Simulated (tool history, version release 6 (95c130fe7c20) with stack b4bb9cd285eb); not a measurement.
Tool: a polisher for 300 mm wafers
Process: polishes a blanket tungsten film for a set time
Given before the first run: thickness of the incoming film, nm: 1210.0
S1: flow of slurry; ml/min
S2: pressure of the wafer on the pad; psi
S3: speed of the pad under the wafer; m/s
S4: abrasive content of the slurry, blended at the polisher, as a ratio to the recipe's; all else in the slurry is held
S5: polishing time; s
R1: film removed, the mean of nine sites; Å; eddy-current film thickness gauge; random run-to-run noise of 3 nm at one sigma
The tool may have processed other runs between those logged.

run    day   S1   S2    S3  S4  S5      R1
  1      0  145  3.1  1.24   1  95  3940.3
  2  0.117  145  3.7  1.24   1  95  4645.6
  3   0.35  145    3  1.16   1  95  3629.6
  4   0.45  145  2.5   1.1   1  95    3066
  5  0.517  145  2.1  1.04   1  95  2548.2
  6  0.733  145  1.9  1.02   1  95  2323.2
  7  1.071  145  1.8  1.02   1  95  2257.2

Estimate the outcome of run 8 from the log above:
  8  1.292  145  1.7  1.02   1  95   ?

R1: 2181.5 Å
